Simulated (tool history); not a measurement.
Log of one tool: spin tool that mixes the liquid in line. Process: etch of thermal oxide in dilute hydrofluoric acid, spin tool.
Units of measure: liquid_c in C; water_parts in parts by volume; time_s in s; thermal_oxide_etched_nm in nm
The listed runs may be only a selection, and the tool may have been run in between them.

run 1 hour=0 | liquid_c=23 water_parts=200 time_s=290 | thermal_oxide_etched_nm=6.0028
run 2 hour=2.4 | liquid_c=23 water_parts=130 time_s=290 | thermal_oxide_etched_nm=10.065
run 3 hour=5.2 | liquid_c=22 water_parts=155 time_s=290 | thermal_oxide_etched_nm=7.8612
run 4 hour=12 | liquid_c=22 water_parts=155 time_s=310 | thermal_oxide_etched_nm=8.3531
run 5 hour=16 | liquid_c=21 water_parts=170 time_s=310 | thermal_oxide_etched_nm=7.1542
run 6 hour=22.7 | liquid_c=23.5 water_parts=170 time_s=310 | thermal_oxide_etched_nm=7.9649
run 7 hour=25.4 | liquid_c=22.5 water_parts=185 time_s=310 | thermal_oxide_etched_nm=6.9247

What does the tool deliver on the next run?
run 8 hour=33.7 | liquid_c=21.5 water_parts=195 time_s=310 | thermal_oxide_etched_nm=?

{"run 8": {"thermal_oxide_etched_nm": 6.2526}}

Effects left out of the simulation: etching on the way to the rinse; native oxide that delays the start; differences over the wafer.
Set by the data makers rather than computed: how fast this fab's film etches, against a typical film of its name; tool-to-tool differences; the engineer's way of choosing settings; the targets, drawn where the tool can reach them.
